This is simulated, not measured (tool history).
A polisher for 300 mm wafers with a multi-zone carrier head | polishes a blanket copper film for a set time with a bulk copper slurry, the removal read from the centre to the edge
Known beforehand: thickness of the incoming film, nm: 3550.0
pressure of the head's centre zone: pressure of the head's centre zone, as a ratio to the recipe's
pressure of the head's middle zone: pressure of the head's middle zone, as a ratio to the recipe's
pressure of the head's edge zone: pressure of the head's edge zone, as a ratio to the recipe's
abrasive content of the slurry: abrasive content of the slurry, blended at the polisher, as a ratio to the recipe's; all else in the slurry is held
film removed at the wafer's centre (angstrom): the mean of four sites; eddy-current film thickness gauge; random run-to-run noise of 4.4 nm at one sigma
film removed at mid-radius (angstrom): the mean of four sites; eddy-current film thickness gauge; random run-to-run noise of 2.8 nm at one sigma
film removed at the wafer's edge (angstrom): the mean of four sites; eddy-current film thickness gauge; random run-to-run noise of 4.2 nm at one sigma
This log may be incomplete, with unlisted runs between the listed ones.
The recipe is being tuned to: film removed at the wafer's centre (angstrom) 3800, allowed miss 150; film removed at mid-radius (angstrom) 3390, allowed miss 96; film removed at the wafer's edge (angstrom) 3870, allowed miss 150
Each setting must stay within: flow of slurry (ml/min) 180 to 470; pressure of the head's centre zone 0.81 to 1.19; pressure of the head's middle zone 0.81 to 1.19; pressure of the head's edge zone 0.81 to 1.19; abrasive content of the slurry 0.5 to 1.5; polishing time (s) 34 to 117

run  hour  flow of slurry (ml/min)  pressure of the head's centre zone  pressure of the head's middle zone  pressure of the head's edge zone  abrasive content of the slurry  polishing time (s)  film removed at the wafer's centre (angstrom)  film removed at mid-radius (angstrom)  film removed at the wafer's edge (angstrom)
  1     0                      300                                   1                                   1                                 1                               1                  75                                         5502.8                                 5432.7                                       5276.6
  2   1.2                      330                                   1                                   1                                 1                               1                  75                                         5465.3                                 5584.1                                       5256.3
  3   9.9                      320                                0.99                                0.97                              0.99                            0.95                  73                                         5238.9                                 5215.9                                       5021.7
  4  11.5                      320                                 0.9                                0.97                              0.99                            0.95                  73                                         4945.4                                   5140                                       5046.4
  5  16.6                      310                                 0.9                                0.95                              0.99                             0.9                  71                                         4671.3                                 4942.8                                       4748.5
  6  24.2                      300                                0.92                                0.93                              1.02                             0.9                  68                                           4547                                 4594.7                                         4632
  7  26.7                      300                                0.92                                0.93                              1.02                             0.9                  68                                         4569.2                                 4538.8                                       4658.2
  8  35.2                      290                                0.92                                0.91                              1.02                            0.85                  67                                         4394.2                                 4379.9                                       4508.7

Consider the 5 candidate settings below. Which is the only one whose results all fall within their allowed miss of target?
  A  43.7                      275                                 0.9                                0.85                              1.03                            0.85                  52                                              ?                                      ?                                            ?
  B  43.7                      275                                0.98                                0.81                               1.1                             0.9                  54                                              ?                                      ?                                            ?
  C  43.7                      210                                   1                                0.81                              1.11                            0.85                  56                                              ?                                      ?                                            ?
  D  43.7                      325                                0.94                                0.82                              1.05                            0.85                  56                                              ?                                      ?                                            ?
  E  43.7                      370                                1.11                                0.82                              0.95                             0.9                  53                                              ?                                      ?                                            ?

move  film removed at the wafer's centre (angstrom)  film removed at mid-radius (angstrom)  film removed at the wafer's edge (angstrom)
   A                                         3306.8                                 3201.3                                       3453.9
   B                                         3718.4                                 3242.7                                       3754.3
   C                                         3710.7                                 3196.9                                         3754
   D                                         3758.8                                 3414.5                                       3808.7
   E                                         4171.5                                 3308.9                                       3509.3
A: moves the result that the last run missed by most past its target, out the other side
B: moves the result that the last run missed by most past its target, out the other side
C: moves the result that the last run missed by most past its target, out the other side
D: all results in spec
E: the furthest-off result lands on target, but another misses its tolerance
Correct choice: D, which meets every target
